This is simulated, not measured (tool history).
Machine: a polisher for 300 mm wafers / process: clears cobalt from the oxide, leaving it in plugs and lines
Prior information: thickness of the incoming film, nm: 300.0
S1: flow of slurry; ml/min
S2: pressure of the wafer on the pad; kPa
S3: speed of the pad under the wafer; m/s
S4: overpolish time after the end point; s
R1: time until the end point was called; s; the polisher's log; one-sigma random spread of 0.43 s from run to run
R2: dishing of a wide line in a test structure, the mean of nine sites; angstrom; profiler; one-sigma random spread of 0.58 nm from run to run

Run 1, hour 0: S1 165 ml/min, S2 15.9 kPa, S3 1.1 m/s, S4 14 s. Result: R1 40.334 s, R2 551.43 angstrom.
Run 2, hour 6.1: S1 165 ml/min, S2 15.9 kPa, S3 0.88 m/s, S4 14 s. Result: R1 47.928 s, R2 502.94 angstrom.
Run 3, hour 11.7: S1 165 ml/min, S2 13.8 kPa, S3 0.88 m/s, S4 14 s. Result: R1 55.619 s, R2 452.9 angstrom.
Run 4, hour 19.2: S1 175 ml/min, S2 13.8 kPa, S3 0.9 m/s, S4 13 s. Result: R1 54.918 s, R2 444.5 angstrom.
Run 5, hour 23.6: S1 185 ml/min, S2 13.8 kPa, S3 0.92 m/s, S4 12 s. Result: R1 52.187 s, R2 449.22 angstrom.
Run 6, hour 29.2: S1 225 ml/min, S2 13.8 kPa, S3 0.92 m/s, S4 12 s. Result: R1 52.469 s, R2 438.22 angstrom.
Run 7, hour 35.5: S1 260 ml/min, S2 14.5 kPa, S3 0.92 m/s, S4 6 s. Result: R1 48.001 s, R2 292.69 angstrom.

The next listed run, before its measurement:
Run 8, hour 41.8: S1 260 ml/min, S2 14.5 kPa, S3 0.88 m/s, S4 4 s. Result: R1 ?, R2 ?.

Run 8 measured R1 50.282 s, R2 205.78 angstrom.

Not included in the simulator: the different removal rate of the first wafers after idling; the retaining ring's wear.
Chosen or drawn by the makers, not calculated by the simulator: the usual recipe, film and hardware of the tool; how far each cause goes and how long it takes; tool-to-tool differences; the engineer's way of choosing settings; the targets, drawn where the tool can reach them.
